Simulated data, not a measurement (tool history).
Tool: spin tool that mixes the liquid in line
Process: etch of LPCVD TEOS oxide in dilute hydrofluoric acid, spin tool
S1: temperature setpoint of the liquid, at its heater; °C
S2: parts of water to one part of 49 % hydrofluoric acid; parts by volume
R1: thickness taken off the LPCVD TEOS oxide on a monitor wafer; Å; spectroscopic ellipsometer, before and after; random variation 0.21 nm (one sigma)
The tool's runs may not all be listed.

run 1 hour=0 | S1=24 S2=95 time_under_the_liquid_(s)=55 | R1=138.35
run 2 hour=3.3 | S1=24 S2=95 time_under_the_liquid_(s)=55 | R1=138.32
run 3 hour=5.8 | S1=25 S2=90 time_under_the_liquid_(s)=55 | R1=151.33
run 4 hour=13.1 | S1=25 S2=60 time_under_the_liquid_(s)=55 | R1=238.65
run 5 hour=17.1 | S1=25 S2=60 time_under_the_liquid_(s)=60 | R1=260.05
run 6 hour=17.6 | S1=25.5 S2=60 time_under_the_liquid_(s)=60 | R1=264.72
run 7 hour=21.2 | S1=26 S2=60 time_under_the_liquid_(s)=60 | R1=268.62

The next listed run, before its measurement:
-- hour=27.4 hydrofluoric acid flow meter replaced
run 8 hour=27.4 | S1=26.5 S2=60 time_under_the_liquid_(s)=60 | R1=?

{"run 8": {"R1": 293.82}}

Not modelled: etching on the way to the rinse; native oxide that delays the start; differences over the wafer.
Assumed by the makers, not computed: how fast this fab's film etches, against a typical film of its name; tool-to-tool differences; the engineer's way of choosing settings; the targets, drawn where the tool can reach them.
